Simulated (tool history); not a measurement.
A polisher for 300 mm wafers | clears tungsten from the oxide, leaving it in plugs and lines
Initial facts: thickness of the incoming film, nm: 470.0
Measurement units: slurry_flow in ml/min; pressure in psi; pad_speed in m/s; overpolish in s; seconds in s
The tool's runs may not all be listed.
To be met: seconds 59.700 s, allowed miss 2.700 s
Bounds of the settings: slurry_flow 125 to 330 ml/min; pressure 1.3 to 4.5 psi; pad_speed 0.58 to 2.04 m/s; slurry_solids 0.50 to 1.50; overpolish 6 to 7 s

run    day  slurry_flow  pressure  pad_speed  slurry_solids  overpolish  seconds
  1  0.000          210       2.9       1.30           1.00           7   95.214
  2  0.075          210       2.9       1.10           1.00           7  112.790
  3  0.325          210       2.9       1.10           1.00           6  113.110
  4  0.508          210       2.9       1.10           0.80           6  120.010
  5  0.671          210       3.1       1.12           0.80           6  111.450
  6  0.796          210       3.1       1.12           0.80           6  111.930
  7  1.029          210       3.3       1.14           0.80           6  104.350
  8  1.196          210       3.4       1.18           0.80           6   95.961

Pick the move, out of 5, that brings all results within their allowed miss; only one does.
  A  1.362          195       4.2       1.36           0.80           6        ?
  B  1.362          240       3.1       0.94           0.65           7        ?
  C  1.362          220       3.7       1.38           0.80           6        ?
  D  1.362          180       4.2       1.96           0.90           7        ?
  E  1.362          205       4.2       1.54           0.80           6        ?

move  seconds
   A   68.660
   B  136.600
   C   75.508
   D   46.995
   E   60.459
A: nearer than the last run, and not there yet
B: lands further from the targets than the last run did
C: nearer than the last run, and not there yet
D: moves the result that the last run missed by most past its target, out the other side
E: hits every target within its allowed miss
Go with E: it meets all targets.
